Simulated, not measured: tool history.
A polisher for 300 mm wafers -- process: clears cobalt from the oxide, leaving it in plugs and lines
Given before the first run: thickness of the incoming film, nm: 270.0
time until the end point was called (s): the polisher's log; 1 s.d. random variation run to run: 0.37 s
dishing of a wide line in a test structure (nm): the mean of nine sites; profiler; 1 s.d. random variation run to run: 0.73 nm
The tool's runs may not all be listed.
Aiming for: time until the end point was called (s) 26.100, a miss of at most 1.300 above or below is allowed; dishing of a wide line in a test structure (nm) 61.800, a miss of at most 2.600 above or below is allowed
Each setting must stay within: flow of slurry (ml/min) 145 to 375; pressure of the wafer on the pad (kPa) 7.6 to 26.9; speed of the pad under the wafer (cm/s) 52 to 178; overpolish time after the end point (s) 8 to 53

run,day,flow of slurry (ml/min),pressure of the wafer on the pad (kPa),speed of the pad under the wafer (cm/s),overpolish time after the end point (s),time until the end point was called (s),dishing of a wide line in a test structure (nm)
1,0.000,240,17.2,114,27,39.027,61.375
2,0.117,240,17.9,114,26,36.694,61.208
3,0.388,300,17.9,114,26,35.220,62.483
4,0.604,300,18.6,114,25,34.639,61.088
5,0.942,300,18.6,114,33,34.225,64.565
6,1.283,300,18.6,114,22,35.477,59.662
7,1.479,300,19.3,114,22,33.847,60.897
8,1.646,300,20.0,114,21,33.640,59.874
9,2.000,300,20.7,114,21,32.336,61.154
# day 2.050: head pressure recalibrated
10,2.050,300,21.4,114,20,28.309,59.709
11,2.392,300,21.4,114,21,28.880,62.472

Next run, 4 choices. One meets every target within its allowed miss, the rest don't. Which?
A,2.733,315,24.8,122,19,?,?
B,2.733,285,22.1,122,20,?,?
C,2.733,310,21.4,110,23,?,?
D,2.733,305,19.3,104,23,?,?

move,time until the end point was called (s),dishing of a wide line in a test structure (nm)
A,23.063,63.756
B,25.985,62.996
C,29.355,63.273
D,34.096,61.279
A: moves the result that the last run missed by most past its target, out the other side
B: in spec on every target
C: further off than the last run
D: further off than the last run
The move that meets every target is B.

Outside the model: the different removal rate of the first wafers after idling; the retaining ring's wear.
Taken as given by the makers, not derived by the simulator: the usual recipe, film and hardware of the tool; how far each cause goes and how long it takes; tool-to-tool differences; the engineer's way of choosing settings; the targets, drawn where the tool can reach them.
